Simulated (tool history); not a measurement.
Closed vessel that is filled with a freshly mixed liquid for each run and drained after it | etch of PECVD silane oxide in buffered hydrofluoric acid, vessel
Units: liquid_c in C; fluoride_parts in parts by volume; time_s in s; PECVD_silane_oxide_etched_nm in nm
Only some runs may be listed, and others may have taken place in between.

run,hour,liquid_c,fluoride_parts,time_s,PECVD_silane_oxide_etched_nm
1,0,21,10,35,94.42
2,5.9,23,10,35,104.05
3,9.9,23,8.5,35,120.82
4,16.5,23,10,35,104.95
5,21.7,21,10,35,94.171
6,28.2,23.5,10,35,108.18
7,32.8,23.5,10,35,108.79

Run 8 comes next. What will it give?
8,38.5,22.5,10,35,?

Run 8 came out at PECVD_silane_oxide_etched_nm 103.02 nm.
